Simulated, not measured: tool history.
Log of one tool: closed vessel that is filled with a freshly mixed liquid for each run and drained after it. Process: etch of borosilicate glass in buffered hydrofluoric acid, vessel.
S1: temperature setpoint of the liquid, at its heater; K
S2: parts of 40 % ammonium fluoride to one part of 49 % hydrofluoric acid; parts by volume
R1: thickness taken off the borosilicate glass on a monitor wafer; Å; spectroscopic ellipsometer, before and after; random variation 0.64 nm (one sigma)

Run 1, hour 0: S1 297.15 K, S2 15.5 parts by volume, time in the liquid (s) 105. Result: R1 858.03 Å.
Run 2, hour 4.8: S1 299.15 K, S2 15.5 parts by volume, time in the liquid (s) 105. Result: R1 951.65 Å.
Run 3, hour 12.5: S1 298.15 K, S2 15.5 parts by volume, time in the liquid (s) 105. Result: R1 909.18 Å.
Run 4, hour 15.6: S1 299.65 K, S2 15.5 parts by volume, time in the liquid (s) 105. Result: R1 980.31 Å.
Run 5, hour 21.8: S1 299.65 K, S2 17.5 parts by volume, time in the liquid (s) 105. Result: R1 874.25 Å.
Run 6, hour 28.6: S1 299.65 K, S2 14 parts by volume, time in the liquid (s) 105. Result: R1 1094.6 Å.
Run 7, hour 29.2: S1 300.15 K, S2 14 parts by volume, time in the liquid (s) 105. Result: R1 1116.1 Å.
Run 8, hour 34.2: S1 300.65 K, S2 14 parts by volume, time in the liquid (s) 105. Result: R1 1140.9 Å.
Run 9, hour 36.2: S1 301.15 K, S2 14 parts by volume, time in the liquid (s) 105. Result: R1 1176.8 Å.

Forecast run 10:
Run 10, hour 44.1: S1 301.65 K, S2 14 parts by volume, time in the liquid (s) 105. Result: R1 ?.

R1: 1218.5 Å
